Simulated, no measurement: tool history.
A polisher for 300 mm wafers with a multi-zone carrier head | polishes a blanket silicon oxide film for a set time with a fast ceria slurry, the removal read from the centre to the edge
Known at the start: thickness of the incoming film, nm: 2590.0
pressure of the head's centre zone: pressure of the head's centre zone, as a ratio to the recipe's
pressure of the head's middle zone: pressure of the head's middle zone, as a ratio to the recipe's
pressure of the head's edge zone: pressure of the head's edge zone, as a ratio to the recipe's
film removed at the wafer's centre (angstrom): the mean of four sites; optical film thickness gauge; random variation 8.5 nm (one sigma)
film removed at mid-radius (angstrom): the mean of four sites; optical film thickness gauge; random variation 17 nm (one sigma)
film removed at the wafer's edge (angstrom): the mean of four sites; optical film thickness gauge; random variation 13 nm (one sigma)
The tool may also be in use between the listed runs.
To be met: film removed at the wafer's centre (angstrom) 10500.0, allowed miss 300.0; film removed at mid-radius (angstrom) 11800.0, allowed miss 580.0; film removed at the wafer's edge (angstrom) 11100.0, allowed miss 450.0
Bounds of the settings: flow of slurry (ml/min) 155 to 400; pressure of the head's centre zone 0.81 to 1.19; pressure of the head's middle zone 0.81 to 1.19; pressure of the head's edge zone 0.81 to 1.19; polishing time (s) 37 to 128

run  hour  flow of slurry (ml/min)  pressure of the head's centre zone  pressure of the head's middle zone  pressure of the head's edge zone  polishing time (s)  film removed at the wafer's centre (angstrom)  film removed at mid-radius (angstrom)  film removed at the wafer's edge (angstrom)
  1   0.0                      255                                1.00                                1.00                              1.00                  82                                         8224.5                                 8181.1                                       8513.3
  2   1.0                      265                                1.01                                1.05                              1.03                  87                                         8734.9                                 9113.6                                       9054.3
  3   4.7                      310                                1.01                                1.05                              1.03                  87                                         8984.4                                 9457.6                                       9438.1
  4   6.0                      310                                1.01                                1.05                              1.03                  79                                         8284.1                                 8316.9                                       8273.7
  5  12.0                      305                                1.01                                1.07                              1.03                  85                                         8617.6                                 8920.5                                       8993.6
  6  14.3                      305                                1.02                                1.10                              1.02                  91                                         9432.2                                 9750.0                                       9780.5
     23.2  -- slurry nozzle cleaned
  7  23.2                      325                                1.02                                1.13                              1.04                  93                                        10125.0                                10684.0                                      10138.0
  8  27.5                      330                                1.01                                1.13                              1.06                  94                                        10257.0                                10597.0                                      10284.0
  9  31.2                      335                                0.99                                1.14                              1.06                  96                                        10060.0                                11138.0                                      10545.0

Which of these 5 next moves meets every target?
  A  34.9                      220                                0.94                                1.00                              1.13                 101                                              ?                                      ?                                            ?
  B  34.9                      300                                0.96                                1.11                              1.00                 103                                              ?                                      ?                                            ?
  C  34.9                      315                                0.99                                1.05                              1.08                  99                                              ?                                      ?                                            ?
  D  34.9                      325                                0.96                                1.13                              1.08                  94                                              ?                                      ?                                            ?
  E  34.9                      355                                0.97                                1.02                              1.13                  97                                              ?                                      ?                                            ?

move  film removed at the wafer's centre (angstrom)  film removed at mid-radius (angstrom)  film removed at the wafer's edge (angstrom)
   A                                         9662.4                                10129.0                                      11508.0
   B                                        10409.0                                11646.0                                      11290.0
   C                                        10339.0                                10718.0                                      11316.0
   D                                         9573.7                                10866.0                                      10755.0
   E                                        10046.0                                10347.0                                      11435.0
A: further off than the last run
B: meets every target
C: brings the result that was furthest off to its target, and leaves another outside
D: further off than the last run
E: further off than the last run
Answer: B

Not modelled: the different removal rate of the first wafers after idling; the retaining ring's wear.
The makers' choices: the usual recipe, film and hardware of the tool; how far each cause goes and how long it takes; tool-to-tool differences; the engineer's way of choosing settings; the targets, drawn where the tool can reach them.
